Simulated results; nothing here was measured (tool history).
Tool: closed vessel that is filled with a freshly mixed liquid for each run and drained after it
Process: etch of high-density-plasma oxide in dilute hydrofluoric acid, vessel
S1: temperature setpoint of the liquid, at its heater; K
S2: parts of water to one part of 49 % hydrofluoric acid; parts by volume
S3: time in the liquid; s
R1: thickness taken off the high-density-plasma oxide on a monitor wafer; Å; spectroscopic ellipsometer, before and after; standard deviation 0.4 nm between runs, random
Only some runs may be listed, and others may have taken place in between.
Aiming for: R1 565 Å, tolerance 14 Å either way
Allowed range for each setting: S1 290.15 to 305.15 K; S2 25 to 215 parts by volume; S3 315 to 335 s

| run | hour | S1 | S2 | S3 | R1 |
|---|---|---|---|---|---|
| 1 | 0 | 297.15 | 120 | 315 | 131.32 |
| 2 | 6.5 | 294.65 | 120 | 315 | 118.51 |
| 3 | 14.4 | 294.65 | 75 | 315 | 203.05 |
| 4 | 15.4 | 297.15 | 75 | 315 | 221.27 |
| 5 | 21.3 | 295.15 | 75 | 315 | 203.73 |
| 6 | 27 | 297.65 | 60 | 320 | 296.09 |
| 7 | 35.2 | 299.65 | 55 | 320 | 346.06 |
| 8 | 38.2 | 301.15 | 50 | 320 | 413.65 |
| 9 | 39.4 | 302.15 | 50 | 320 | 427.92 |
| 10 | 46.3 | 303.15 | 45 | 320 | 491.34 |
| 11 | 52.3 | 303.65 | 45 | 320 | 509.19 |
| 12 | 58.9 | 304.15 | 45 | 320 | 517.41 |
| 13 | 61.6 | 304.65 | 45 | 320 | 530.67 |
| 14 | 67.9 | 305.15 | 45 | 320 | 535.83 |
| 15 | 71.2 | 305.15 | 40 | 320 | 607.73 |

Exactly one of the 5 candidate moves below puts every result within its allowed miss. Which one?
| A | 74.5 | 304.65 | 45 | 325 | ? |
| B | 74.5 | 304.15 | 40 | 325 | ? |
| C | 74.5 | 304.65 | 45 | 330 | ? |
| D | 74.5 | 305.15 | 45 | 335 | ? |
| E | 74.5 | 305.15 | 45 | 320 | ? |

| move | R1 |
|---|---|
| A | 533.21 |
| B | 592.97 |
| C | 541.41 |
| D | 560.41 |
| E | 535.31 |
A: carries the result that was furthest off beyond its target, to the other side
B: nearer than the last run, and not there yet
C: carries the result that was furthest off beyond its target, to the other side
D: each result inside its tolerance
E: carries the result that was furthest off beyond its target, to the other side
The move that meets every target is D.
